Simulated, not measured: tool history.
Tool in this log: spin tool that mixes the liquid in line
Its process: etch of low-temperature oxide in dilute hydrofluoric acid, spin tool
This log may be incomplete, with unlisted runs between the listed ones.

run  hour  temperature setpoint of the liquid (°C)  parts of water to one part of 49 % hydrofluoric acid (parts by volume)  time under the liquid (s)  thickness taken off the low-temperature oxide on a monitor wafer (nm)
  1     0                                       26                                                                     225                         90                                                                  5.961
  2   7.7                                       26                                                                     280                         90                                                                 4.4858
  3   8.3                                     29.5                                                                     280                         90                                                                 5.0704
  4  11.8                                     28.5                                                                     280                         90                                                                  4.881
  5  16.9                                     28.5                                                                     210                         90                                                                 7.0352
  6  24.3                                     28.5                                                                     210                         90                                                                 7.1379
  7    25                                       29                                                                     200                         90                                                                 7.7622
  8  25.9                                     29.5                                                                     190                         90                                                                 8.3622
  9  27.9                                       30                                                                     180                         90                                                                 8.9785
 10  33.2                                     30.5                                                                     170                         90                                                                 9.9361
 11  37.2                                       31                                                                     165                         90                                                                 10.391

Forecast run 12:
 12  39.6                                     31.5                                                                     160                         90                                                                      ?

Run 12 gave thickness taken off the low-temperature oxide on a monitor wafer (nm) 11.225.

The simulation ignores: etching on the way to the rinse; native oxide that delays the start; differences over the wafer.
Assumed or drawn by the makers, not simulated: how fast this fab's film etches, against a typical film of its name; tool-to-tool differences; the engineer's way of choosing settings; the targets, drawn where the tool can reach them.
